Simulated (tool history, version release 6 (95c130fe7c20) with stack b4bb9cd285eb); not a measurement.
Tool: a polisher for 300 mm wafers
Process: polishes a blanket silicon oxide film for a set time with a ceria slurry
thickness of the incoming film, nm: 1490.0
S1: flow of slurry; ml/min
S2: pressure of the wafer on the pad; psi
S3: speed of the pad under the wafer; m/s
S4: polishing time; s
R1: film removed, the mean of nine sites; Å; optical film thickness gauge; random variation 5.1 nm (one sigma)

Run 1, hour 0: S1 280 ml/min, S2 3.6 psi, S3 1.38 m/s, S4 73 s. Result: R1 5324.6 Å.
Run 2, hour 8.6: S1 280 ml/min, S2 3.2 psi, S3 1.38 m/s, S4 73 s. Result: R1 4826.4 Å.
Run 3, hour 10.9: S1 280 ml/min, S2 3.2 psi, S3 1.38 m/s, S4 76 s. Result: R1 4990.1 Å.
Run 4, hour 18.6: S1 280 ml/min, S2 3.2 psi, S3 1.38 m/s, S4 76 s. Result: R1 4992.9 Å.
Run 5, hour 19.5: S1 285 ml/min, S2 3.6 psi, S3 1.38 m/s, S4 76 s. Result: R1 5523.2 Å.
Run 6, hour 22.4: S1 285 ml/min, S2 3.9 psi, S3 1.38 m/s, S4 76 s. Result: R1 6023.2 Å.
Run 7, hour 28.2: S1 285 ml/min, S2 4.1 psi, S3 1.38 m/s, S4 76 s. Result: R1 6240 Å.
Run 8, hour 34.8: S1 285 ml/min, S2 4.3 psi, S3 1.38 m/s, S4 76 s. Result: R1 6552.2 Å.
Run 9, hour 37.6: S1 290 ml/min, S2 4.5 psi, S3 1.38 m/s, S4 76 s. Result: R1 6854 Å.
Run 10, hour 40.3: S1 290 ml/min, S2 4.6 psi, S3 1.38 m/s, S4 76 s. Result: R1 7051.4 Å.
Run 11, hour 48.3: S1 290 ml/min, S2 4.7 psi, S3 1.38 m/s, S4 76 s. Result: R1 7084.3 Å.
Run 12, hour 57: S1 290 ml/min, S2 4.8 psi, S3 1.38 m/s, S4 76 s. Result: R1 7252.6 Å.
Run 13, hour 60.9: S1 290 ml/min, S2 4.9 psi, S3 1.38 m/s, S4 76 s. Result: R1 7438.3 Å.
Run 14, hour 65.6: S1 295 ml/min, S2 5 psi, S3 1.38 m/s, S4 76 s. Result: R1 7632.2 Å.

Run 15 comes next. What will it give?
Run 15, hour 69.2: S1 295 ml/min, S2 5.1 psi, S3 1.38 m/s, S4 76 s. Result: R1 ?.

R1: 7677.4 Å
